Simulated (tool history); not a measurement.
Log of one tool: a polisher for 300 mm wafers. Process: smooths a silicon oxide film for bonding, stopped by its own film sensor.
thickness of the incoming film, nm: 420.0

| run | day | flow of slurry (ml/min) | pressure of the wafer on the pad (kPa) | speed of the pad under the wafer (cm/s) | abrasive content of the slurry | target thickness at which the film sensor stops the polish (nm) | time until the film sensor stopped the polish (s) |
|---|---|---|---|---|---|---|---|
| 1 | 0 | 315 | 11 | 74 | 1 | 387 | 80.265 |
| 2 | 0.046 | 315 | 11.7 | 74 | 1 | 387 | 75.69 |
| 3 | 0.075 | 315 | 11.7 | 74 | 1 | 387 | 76.272 |
| 4 | 0.421 | 315 | 9.7 | 74 | 1 | 387 | 89.127 |
| 5 | 0.567 | 315 | 11 | 76 | 1 | 387 | 79.051 |
| 6 | 0.662 | 315 | 11 | 60 | 1 | 387 | 94.07 |
| 7 | 0.788 | 315 | 12.4 | 62 | 1 | 387 | 83.248 |
| 8 | 1.104 | 315 | 13.1 | 64 | 1 | 387 | 78.74 |
| 9 | 1.312 | 315 | 13.8 | 68 | 1 | 387 | 73.958 |

The next listed run, before its measurement:
| 10 | 1.442 | 315 | 14.5 | 72 | 1 | 387 | ? |

{"run 10": {"time until the film sensor stopped the polish (s)": 64.935}}
